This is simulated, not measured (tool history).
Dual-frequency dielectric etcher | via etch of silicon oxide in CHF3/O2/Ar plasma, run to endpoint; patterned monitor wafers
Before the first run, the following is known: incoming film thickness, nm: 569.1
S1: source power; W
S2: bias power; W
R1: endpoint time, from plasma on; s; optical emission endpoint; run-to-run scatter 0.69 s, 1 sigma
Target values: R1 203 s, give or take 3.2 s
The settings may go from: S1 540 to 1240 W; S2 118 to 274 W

run 1 hour=0 | S1=890 S2=196 | R1=229.34
run 2 hour=1.2 | S1=890 S2=169 | R1=240.6
run 3 hour=3.1 | S1=890 S2=192 | R1=231
run 4 hour=10.8 | S1=890 S2=225 | R1=221.31
run 5 hour=17.6 | S1=990 S2=225 | R1=215.76
run 6 hour=25.6 | S1=990 S2=237 | R1=212.41
run 7 hour=32.7 | S1=1020 S2=239 | R1=210.65
-- hour=34.4 bias power generator calibrated
run 8 hour=34.4 | S1=1040 S2=241 | R1=211.46
run 9 hour=36.1 | S1=1060 S2=245 | R1=209.69
run 10 hour=43.2 | S1=1080 S2=248 | R1=207.94

Pick the move, out of 5, that brings all results within their allowed miss; only one does.
run A hour=50.3 | S1=1060 S2=229 | R1=?
run B hour=50.3 | S1=1190 S2=274 | R1=?
run C hour=50.3 | S1=1140 S2=274 | R1=?
run D hour=50.3 | S1=1120 S2=274 | R1=?
run E hour=50.3 | S1=1060 S2=266 | R1=?

move=A R1=213.07
move=B R1=195.68
move=C R1=197.7
move=D R1=198.53
move=E R1=203.06
A: the biggest miss grows against the last run
B: takes the result that was furthest off past its target
C: takes the result that was furthest off past its target
D: takes the result that was furthest off past its target
E: hits every target within its allowed miss
Move E is the one to make.

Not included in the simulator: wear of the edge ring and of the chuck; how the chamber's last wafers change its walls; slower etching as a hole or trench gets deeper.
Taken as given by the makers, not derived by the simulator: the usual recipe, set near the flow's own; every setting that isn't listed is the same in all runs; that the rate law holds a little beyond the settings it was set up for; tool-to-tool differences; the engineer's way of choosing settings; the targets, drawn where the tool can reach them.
